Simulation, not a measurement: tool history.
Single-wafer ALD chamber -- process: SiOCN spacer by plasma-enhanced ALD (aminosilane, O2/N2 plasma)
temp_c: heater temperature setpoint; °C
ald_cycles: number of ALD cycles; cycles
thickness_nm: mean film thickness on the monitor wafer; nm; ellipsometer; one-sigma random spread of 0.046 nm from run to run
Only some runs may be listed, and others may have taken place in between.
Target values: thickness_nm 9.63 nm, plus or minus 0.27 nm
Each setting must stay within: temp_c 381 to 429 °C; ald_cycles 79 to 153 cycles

{"run": 1, "day": 0.0, "temp_c": 405, "ald_cycles": 116, "thickness_nm": 8.3123}
{"run": 2, "day": 0.367, "temp_c": 405, "ald_cycles": 130, "thickness_nm": 9.3129}
{"run": 3, "day": 0.429, "temp_c": 405, "ald_cycles": 144, "thickness_nm": 10.33}
{"run": 4, "day": 0.621, "temp_c": 413, "ald_cycles": 144, "thickness_nm": 10.046}
{"run": 5, "day": 0.875, "temp_c": 413, "ald_cycles": 128, "thickness_nm": 8.922}
{"run": 6, "day": 1.012, "temp_c": 413, "ald_cycles": 112, "thickness_nm": 7.8184}
{"run": 7, "day": 1.05, "temp_c": 412, "ald_cycles": 115, "thickness_nm": 8.0646}
{"run": 8, "day": 1.117, "temp_c": 411, "ald_cycles": 117, "thickness_nm": 8.2266}

Which single option among these 4 for the next run brings every result within its allowed miss of target? Just one does.
{"run": "A", "day": 1.183, "temp_c": 411, "ald_cycles": 97, "thickness_nm": "?"}
{"run": "B", "day": 1.183, "temp_c": 396, "ald_cycles": 143, "thickness_nm": "?"}
{"run": "C", "day": 1.183, "temp_c": 412, "ald_cycles": 138, "thickness_nm": "?"}
{"run": "D", "day": 1.183, "temp_c": 409, "ald_cycles": 145, "thickness_nm": "?"}

move=A thickness_nm=6.8512
move=B thickness_nm=10.472
move=C thickness_nm=9.7125
move=D thickness_nm=10.314
A: further off than the last run
B: carries the result that was furthest off beyond its target, to the other side
C: every result within its allowed miss
D: carries the result that was furthest off beyond its target, to the other side
Go with C: it meets all targets.

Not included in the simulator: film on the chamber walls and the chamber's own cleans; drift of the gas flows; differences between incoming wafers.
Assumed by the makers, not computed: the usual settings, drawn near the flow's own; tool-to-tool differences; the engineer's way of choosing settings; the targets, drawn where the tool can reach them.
